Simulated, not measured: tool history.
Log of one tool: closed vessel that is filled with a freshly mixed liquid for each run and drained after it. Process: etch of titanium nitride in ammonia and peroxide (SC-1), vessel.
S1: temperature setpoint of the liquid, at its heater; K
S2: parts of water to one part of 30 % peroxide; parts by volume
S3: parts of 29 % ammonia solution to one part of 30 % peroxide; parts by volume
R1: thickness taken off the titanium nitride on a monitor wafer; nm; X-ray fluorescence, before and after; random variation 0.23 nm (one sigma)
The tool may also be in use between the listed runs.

run 1 day=0 | S1=320.15 S2=17 S3=0.45 time_in_the_liquid_(s)=1080 | R1=51.771
run 2 day=0.183 | S1=320.15 S2=17 S3=0.5 time_in_the_liquid_(s)=1080 | R1=54.209
run 3 day=0.317 | S1=317.65 S2=19 S3=0.5 time_in_the_liquid_(s)=1080 | R1=42.603
run 4 day=0.425 | S1=315.65 S2=20.5 S3=0.5 time_in_the_liquid_(s)=1080 | R1=35.018
run 5 day=0.779 | S1=314.15 S2=21.5 S3=0.5 time_in_the_liquid_(s)=1080 | R1=30.691
run 6 day=1.154 | S1=320.15 S2=21.5 S3=0.5 time_in_the_liquid_(s)=1080 | R1=47.274
run 7 day=1.354 | S1=317.65 S2=22.5 S3=0.5 time_in_the_liquid_(s)=1080 | R1=38.168
run 8 day=1.738 | S1=315.65 S2=23 S3=0.5 time_in_the_liquid_(s)=1080 | R1=33.018
run 9 day=1.846 | S1=314.15 S2=23.5 S3=0.5 time_in_the_liquid_(s)=1080 | R1=29.023
run 10 day=2.192 | S1=313.15 S2=24 S3=0.5 time_in_the_liquid_(s)=1080 | R1=26.815

Run 11 comes next. What will it give?
run 11 day=2.271 | S1=312.65 S2=24 S3=0.5 time_in_the_liquid_(s)=1080 | R1=?

Run 11 gave R1 25.662 nm.
